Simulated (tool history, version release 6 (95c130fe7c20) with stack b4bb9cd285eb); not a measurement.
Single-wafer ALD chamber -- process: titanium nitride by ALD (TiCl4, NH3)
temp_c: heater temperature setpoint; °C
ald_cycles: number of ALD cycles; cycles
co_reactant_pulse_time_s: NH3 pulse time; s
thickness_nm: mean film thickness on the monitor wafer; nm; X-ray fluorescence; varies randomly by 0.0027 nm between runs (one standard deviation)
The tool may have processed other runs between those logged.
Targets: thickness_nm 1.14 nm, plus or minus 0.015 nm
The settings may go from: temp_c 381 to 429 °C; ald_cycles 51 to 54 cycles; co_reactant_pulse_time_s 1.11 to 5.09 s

run  hour  temp_c  ald_cycles  co_reactant_pulse_time_s  thickness_nm
  1     0     405          54                       3.1        1.2232
  2   7.3     403          54                      2.85        1.2186
  3   9.5     399          54                      2.85        1.2181
  4  14.8     399          54                      2.85        1.2193
  5  17.5     398          54                      2.63        1.2121
  6  23.7     398          54                      2.49         1.212
  7  32.2     398          54                      2.32        1.2032
  8  35.8     398          54                      2.25        1.2083
  9  37.3     398          54                      2.25        1.2056
 10  42.6     398          54                      2.15        1.2033
 11  47.4     398          54                      2.06        1.2029
 12  53.9     398          54                      1.97        1.2037
 13  60.5     397          54                      1.86        1.1988
 14  61.1     397          54                      1.79        1.1927
 15  63.3     397          54                      1.77        1.1984
 16  70.4     397          54                       1.7        1.1908
 17  77.6     397          51                      1.54        1.1227

4 next moves are on the table. One of them brings every result within its allowed miss. Which?
  A  84.8     390          51                      1.38             ?
  B  84.8     397          51                      1.11             ?
  C  84.8     383          51                      1.11             ?
  D  84.8     390          51                      2.25             ?

move  thickness_nm
   A        1.1113
   B        1.1092
   C        1.0918
   D        1.1332
A: misses by more than the last run did
B: misses by more than the last run did
C: misses by more than the last run did
D: meets every target
D is the move that brings every result within its allowed miss.
